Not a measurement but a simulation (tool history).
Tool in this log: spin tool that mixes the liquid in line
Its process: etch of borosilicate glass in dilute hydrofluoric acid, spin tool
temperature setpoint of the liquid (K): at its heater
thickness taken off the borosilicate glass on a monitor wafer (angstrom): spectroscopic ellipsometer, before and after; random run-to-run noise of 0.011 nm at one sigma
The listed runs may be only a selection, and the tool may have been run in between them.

run,day,temperature setpoint of the liquid (K),parts of water to one part of 49 % hydrofluoric acid (parts by volume),time under the liquid (s),thickness taken off the borosilicate glass on a monitor wafer (angstrom)
1,0,296.15,275,60,42.24
2,0.179,296.15,215,60,57.732
3,0.308,298.15,215,60,61.993
4,0.567,298.15,295,60,41.522
5,0.892,301.15,295,60,45.84
6,0.971,299.65,295,60,43.841
7,1.308,298.65,295,60,42.469
8,1.383,297.65,295,60,40.783
9,1.692,297.15,295,60,40.131

What will run 10 give?
10,1.929,296.65,295,60,?

Run 10 produced thickness taken off the borosilicate glass on a monitor wafer (angstrom) 39.342.
